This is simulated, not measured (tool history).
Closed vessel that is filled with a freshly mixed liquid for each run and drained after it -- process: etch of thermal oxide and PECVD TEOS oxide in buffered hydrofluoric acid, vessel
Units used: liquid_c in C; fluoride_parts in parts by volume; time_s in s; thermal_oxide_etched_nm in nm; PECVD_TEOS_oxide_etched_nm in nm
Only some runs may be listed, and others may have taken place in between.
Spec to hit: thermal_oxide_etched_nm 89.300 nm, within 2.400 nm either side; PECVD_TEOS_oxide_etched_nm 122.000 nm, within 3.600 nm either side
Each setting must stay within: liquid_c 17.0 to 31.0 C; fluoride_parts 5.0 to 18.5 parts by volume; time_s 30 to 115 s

run	hour	liquid_c	fluoride_parts	time_s	thermal_oxide_etched_nm	PECVD_TEOS_oxide_etched_nm
1	0.0	23.0	11.5	60	58.976	79.861
2	4.5	23.0	11.5	80	78.954	107.840
3	8.6	23.5	11.5	80	81.084	110.110
4	16.8	24.0	11.5	80	82.780	113.240
5	19.2	24.0	11.5	90	92.057	127.680
6	21.3	25.0	11.5	90	98.909	132.850
7	23.2	24.5	11.5	90	95.292	131.510
8	26.2	24.0	11.5	90	93.378	127.610

Which one of the following 4 next-run settings gets every result inside its allowed miss? There is exactly one.
A	29.2	27.0	11.0	75	?	?
B	29.2	26.0	12.5	85	?	?
C	29.2	23.0	12.0	100	?	?
D	29.2	24.5	11.0	85	?	?

move	thermal_oxide_etched_nm	PECVD_TEOS_oxide_etched_nm
A	94.322	130.460
B	89.427	123.690
C	93.008	128.640
D	93.417	129.200
A: lands further from the targets than the last run did
B: hits every target within its allowed miss
C: lands further from the targets than the last run did
D: lands further from the targets than the last run did
Correct choice: B, which meets every target

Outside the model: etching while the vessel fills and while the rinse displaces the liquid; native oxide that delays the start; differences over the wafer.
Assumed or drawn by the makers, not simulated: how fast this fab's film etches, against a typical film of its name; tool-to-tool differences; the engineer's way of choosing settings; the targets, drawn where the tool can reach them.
